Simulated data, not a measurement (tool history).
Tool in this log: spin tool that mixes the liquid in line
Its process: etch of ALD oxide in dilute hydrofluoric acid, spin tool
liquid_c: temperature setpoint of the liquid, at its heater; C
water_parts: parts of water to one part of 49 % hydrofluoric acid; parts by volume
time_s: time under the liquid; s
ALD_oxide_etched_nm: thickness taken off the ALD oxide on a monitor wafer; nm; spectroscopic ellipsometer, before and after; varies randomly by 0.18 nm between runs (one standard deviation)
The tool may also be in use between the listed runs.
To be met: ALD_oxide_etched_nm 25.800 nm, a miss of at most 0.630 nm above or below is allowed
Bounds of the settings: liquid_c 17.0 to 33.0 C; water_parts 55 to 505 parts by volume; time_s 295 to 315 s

Run 1, hour 0.0: liquid_c 25.0 C, water_parts 280 parts by volume, time_s 295 s. Result: ALD_oxide_etched_nm 12.922 nm.
Run 2, hour 7.0: liquid_c 22.5 C, water_parts 280 parts by volume, time_s 295 s. Result: ALD_oxide_etched_nm 12.009 nm.
Run 3, hour 13.1: liquid_c 22.5 C, water_parts 280 parts by volume, time_s 315 s. Result: ALD_oxide_etched_nm 12.732 nm.
Run 4, hour 19.4: liquid_c 22.5 C, water_parts 200 parts by volume, time_s 315 s. Result: ALD_oxide_etched_nm 19.415 nm.
Run 5, hour 22.9: liquid_c 22.5 C, water_parts 200 parts by volume, time_s 315 s. Result: ALD_oxide_etched_nm 19.276 nm.
Run 6, hour 30.5: liquid_c 22.5 C, water_parts 120 parts by volume, time_s 315 s. Result: ALD_oxide_etched_nm 35.718 nm.
At hour 38.1: hydrofluoric acid flow meter replaced.
Run 7, hour 38.1: liquid_c 21.0 C, water_parts 125 parts by volume, time_s 315 s. Result: ALD_oxide_etched_nm 34.112 nm.
Run 8, hour 40.9: liquid_c 21.0 C, water_parts 140 parts by volume, time_s 315 s. Result: ALD_oxide_etched_nm 30.070 nm.
Run 9, hour 48.1: liquid_c 20.5 C, water_parts 145 parts by volume, time_s 315 s. Result: ALD_oxide_etched_nm 28.504 nm.
Run 10, hour 54.4: liquid_c 20.5 C, water_parts 145 parts by volume, time_s 315 s. Result: ALD_oxide_etched_nm 28.352 nm.
Run 11, hour 61.8: liquid_c 19.5 C, water_parts 145 parts by volume, time_s 315 s. Result: ALD_oxide_etched_nm 27.404 nm.
Run 12, hour 69.1: liquid_c 19.0 C, water_parts 145 parts by volume, time_s 315 s. Result: ALD_oxide_etched_nm 26.642 nm.

Of the 5 settings listed for the next run, only one would bring every result within its allowed miss of target. Which one?
Run A, hour 76.4: liquid_c 19.0 C, water_parts 145 parts by volume, time_s 305 s. Result: ALD_oxide_etched_nm ?.
Run B, hour 76.4: liquid_c 21.5 C, water_parts 150 parts by volume, time_s 305 s. Result: ALD_oxide_etched_nm ?.
Run C, hour 76.4: liquid_c 21.5 C, water_parts 170 parts by volume, time_s 315 s. Result: ALD_oxide_etched_nm ?.
Run D, hour 76.4: liquid_c 20.5 C, water_parts 145 parts by volume, time_s 305 s. Result: ALD_oxide_etched_nm ?.
Run E, hour 76.4: liquid_c 18.0 C, water_parts 150 parts by volume, time_s 305 s. Result: ALD_oxide_etched_nm ?.

move  ALD_oxide_etched_nm
   A               25.882
   B               27.489
   C               24.522
   D               27.483
   E               23.906
A: each result inside its tolerance
B: lands further from the targets than the last run did
C: takes the biggest miss from the last run beyond its target
D: lands further from the targets than the last run did
E: takes the biggest miss from the last run beyond its target
A is the move that brings every result within its allowed miss.
